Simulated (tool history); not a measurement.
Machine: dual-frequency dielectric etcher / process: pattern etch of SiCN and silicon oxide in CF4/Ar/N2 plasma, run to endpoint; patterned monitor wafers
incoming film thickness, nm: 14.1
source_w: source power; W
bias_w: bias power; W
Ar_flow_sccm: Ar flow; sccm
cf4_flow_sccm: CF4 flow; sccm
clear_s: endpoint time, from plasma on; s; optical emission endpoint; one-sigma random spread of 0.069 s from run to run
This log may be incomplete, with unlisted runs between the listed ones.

run,hour,source_w,bias_w,Ar_flow_sccm,cf4_flow_sccm,clear_s
1,0,570,86,106,65,12.547
2,8.8,640,86,106,65,10.975
3,10.9,560,85,106,65,12.856
4,15.6,560,93,106,65,12.553
5,19.1,600,93,106,65,11.627
6,24.9,600,93,106,71,11.53
# hour 26.2: CF4 flow controller replaced
7,26.2,530,92,106,71,13.133
8,27.3,490,92,106,71,14.33
9,35.9,470,92,106,71,15.013

Run 10, settings as shown, results not yet in. Your forecast:
10,41.7,410,92,106,71,?

{"run 10": {"clear_s": 17.638}}

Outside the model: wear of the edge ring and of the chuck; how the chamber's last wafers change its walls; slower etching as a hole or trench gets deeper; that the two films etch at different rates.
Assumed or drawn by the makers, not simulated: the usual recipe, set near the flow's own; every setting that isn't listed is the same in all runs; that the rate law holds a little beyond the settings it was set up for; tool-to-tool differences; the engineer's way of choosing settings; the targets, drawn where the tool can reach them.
